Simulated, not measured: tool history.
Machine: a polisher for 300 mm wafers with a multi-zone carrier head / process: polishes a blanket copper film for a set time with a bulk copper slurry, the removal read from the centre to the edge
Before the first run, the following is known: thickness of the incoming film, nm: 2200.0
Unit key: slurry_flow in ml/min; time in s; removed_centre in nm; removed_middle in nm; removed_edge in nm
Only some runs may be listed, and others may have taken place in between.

run	hour	slurry_flow	centre_zone	middle_zone	edge_zone	slurry_solids	time	removed_centre	removed_middle	removed_edge
1	0	250	1	1	1	1	53	621.4	643.47	619.92
2	3.2	245	1.02	0.96	0.98	0.95	53	633.64	615.28	616.29
3	10.6	245	1.04	0.94	0.96	0.9	53	635.78	591.16	596.63
4	12.8	245	1.04	0.94	0.96	0.9	46	549.72	513.46	524.7
5	21.2	245	1.04	0.94	0.88	0.9	46	549.2	515.66	488.66
6	22.5	255	1.06	0.93	0.9	0.9	46	572.97	519.63	504.62
7	27.2	260	1.07	0.91	0.91	0.9	46	569.17	506.08	510.89
8	31.2	265	1.09	0.9	0.92	0.9	46	587.34	493.33	521.65
9	32.5	270	1.1	0.9	0.93	0.9	46	591.34	509.84	528.47
10	40.9	275	1.11	0.89	0.93	0.9	46	600	501.99	514.7
11	48.7	275	1.12	0.88	0.94	0.9	46	604.49	496.95	522.04

What will run 12 give?
12	54.2	280	1.13	0.88	0.95	0.9	46	?	?	?

{"run 12": {"removed_centre": 610.2, "removed_middle": 505.31, "removed_edge": 519.94}}
